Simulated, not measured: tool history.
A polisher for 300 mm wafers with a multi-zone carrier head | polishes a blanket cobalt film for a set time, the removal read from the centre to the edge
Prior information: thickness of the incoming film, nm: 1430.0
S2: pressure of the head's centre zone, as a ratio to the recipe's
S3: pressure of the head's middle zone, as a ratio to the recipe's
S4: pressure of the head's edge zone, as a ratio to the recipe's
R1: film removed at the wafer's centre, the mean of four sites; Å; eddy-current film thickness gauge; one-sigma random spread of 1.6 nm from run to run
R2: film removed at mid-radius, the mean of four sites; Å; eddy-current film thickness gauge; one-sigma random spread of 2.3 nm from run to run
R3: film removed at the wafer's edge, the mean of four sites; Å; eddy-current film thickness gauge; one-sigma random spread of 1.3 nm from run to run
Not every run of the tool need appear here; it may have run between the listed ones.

run 1 hour=0 | flow_of_slurry_(ml/min)=150 S2=1 S3=1 S4=1 polishing_time_(s)=50 | R1=2004.7 R2=1970.2 R3=1872.5
run 2 hour=6.3 | flow_of_slurry_(ml/min)=150 S2=1 S3=1 S4=1 polishing_time_(s)=59 | R1=2342.7 R2=2355.5 R3=2243.2
run 3 hour=10.7 | flow_of_slurry_(ml/min)=140 S2=0.95 S3=1.01 S4=0.96 polishing_time_(s)=55 | R1=2038.3 R2=2156.9 R3=1991.7
run 4 hour=18 | flow_of_slurry_(ml/min)=130 S2=0.91 S3=1.01 S4=0.92 polishing_time_(s)=54 | R1=1833.9 R2=2088 R3=1933.4
run 5 hour=25.5 | flow_of_slurry_(ml/min)=130 S2=0.91 S3=1.02 S4=0.9 polishing_time_(s)=52 | R1=1782.1 R2=2034.6 R3=1839.9
run 6 hour=33.9 | flow_of_slurry_(ml/min)=130 S2=0.91 S3=1.02 S4=0.83 polishing_time_(s)=52 | R1=1836 R2=2041.2 R3=1743.9
run 7 hour=37.3 | flow_of_slurry_(ml/min)=130 S2=0.91 S3=1.02 S4=0.83 polishing_time_(s)=52 | R1=1808.9 R2=1996 R3=1783.8

What does the tool deliver on the next run?
run 8 hour=38.3 | flow_of_slurry_(ml/min)=125 S2=0.9 S3=1.03 S4=0.82 polishing_time_(s)=51 | R1=? R2=? R3=?

R1: 1736.1 Å
R2: 1981.6 Å
R3: 1697.1 Å
